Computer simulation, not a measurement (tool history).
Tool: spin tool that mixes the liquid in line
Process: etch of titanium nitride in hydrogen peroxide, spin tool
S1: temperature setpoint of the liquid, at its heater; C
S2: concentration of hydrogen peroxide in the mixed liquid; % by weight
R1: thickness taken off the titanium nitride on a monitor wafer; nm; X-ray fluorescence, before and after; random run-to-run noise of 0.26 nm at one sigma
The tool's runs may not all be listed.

Run 1, hour 0.0: S1 58.0 C, S2 17.5 % by weight, time under the liquid (s) 265. Result: R1 31.422 nm.
Run 2, hour 0.6: S1 59.0 C, S2 17.5 % by weight, time under the liquid (s) 265. Result: R1 33.562 nm.
Run 3, hour 4.2: S1 60.0 C, S2 17.5 % by weight, time under the liquid (s) 265. Result: R1 36.294 nm.
Run 4, hour 10.9: S1 60.0 C, S2 14.0 % by weight, time under the liquid (s) 265. Result: R1 34.317 nm.
Run 5, hour 15.3: S1 61.0 C, S2 14.0 % by weight, time under the liquid (s) 265. Result: R1 36.575 nm.
Run 6, hour 19.9: S1 61.0 C, S2 16.0 % by weight, time under the liquid (s) 265. Result: R1 37.822 nm.
Run 7, hour 22.8: S1 61.5 C, S2 16.0 % by weight, time under the liquid (s) 265. Result: R1 39.010 nm.
Run 8, hour 23.7: S1 62.0 C, S2 16.0 % by weight, time under the liquid (s) 265. Result: R1 40.700 nm.

What does the tool deliver on the next run?
Run 9, hour 24.7: S1 62.5 C, S2 16.0 % by weight, time under the liquid (s) 265. Result: R1 ?.

{"run 9": {"R1": 42.103}}

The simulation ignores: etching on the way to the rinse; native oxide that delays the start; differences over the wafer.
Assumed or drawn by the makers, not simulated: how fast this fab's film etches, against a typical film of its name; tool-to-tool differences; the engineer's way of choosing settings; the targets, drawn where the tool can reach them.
